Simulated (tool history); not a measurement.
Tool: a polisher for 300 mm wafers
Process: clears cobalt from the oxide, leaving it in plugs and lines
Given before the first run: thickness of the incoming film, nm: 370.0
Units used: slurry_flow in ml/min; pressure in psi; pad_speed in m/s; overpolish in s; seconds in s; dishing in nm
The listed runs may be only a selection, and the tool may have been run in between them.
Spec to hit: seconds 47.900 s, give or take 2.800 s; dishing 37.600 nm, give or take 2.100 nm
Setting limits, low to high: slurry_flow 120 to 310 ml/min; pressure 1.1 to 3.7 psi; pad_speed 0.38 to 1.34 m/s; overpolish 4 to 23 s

run	hour	slurry_flow	pressure	pad_speed	overpolish	seconds	dishing
1	0.0	200	2.4	0.86	12	71.922	42.631
2	6.6	235	2.4	0.86	12	68.290	42.687
3	8.6	235	2.4	0.86	8	68.241	31.742
4	15.2	235	2.8	0.86	8	59.265	35.676
5	17.2	240	2.9	0.86	8	57.521	36.173
6	20.2	240	2.5	0.86	8	66.667	31.924
# hour 26.7: slurry nozzle cleaned
7	26.7	245	2.7	0.86	8	57.885	37.062
8	33.6	255	2.7	0.86	8	57.975	35.442
9	38.1	265	2.8	0.86	8	55.920	36.674

Below are 4 possible settings for the next run. Only one of them brings all results inside the allowed miss of their targets. Which is it?
A	42.6	310	3.5	0.80	7	?	?
B	42.6	250	2.6	0.74	10	?	?
C	42.6	235	2.9	0.62	12	?	?
D	42.6	275	2.6	0.72	9	?	?

move	seconds	dishing
A	47.867	38.215
B	70.389	37.476
C	75.527	40.596
D	71.598	34.233
A: each result inside its tolerance
B: the biggest miss grows against the last run
C: the biggest miss grows against the last run
D: the biggest miss grows against the last run
A meets every target.
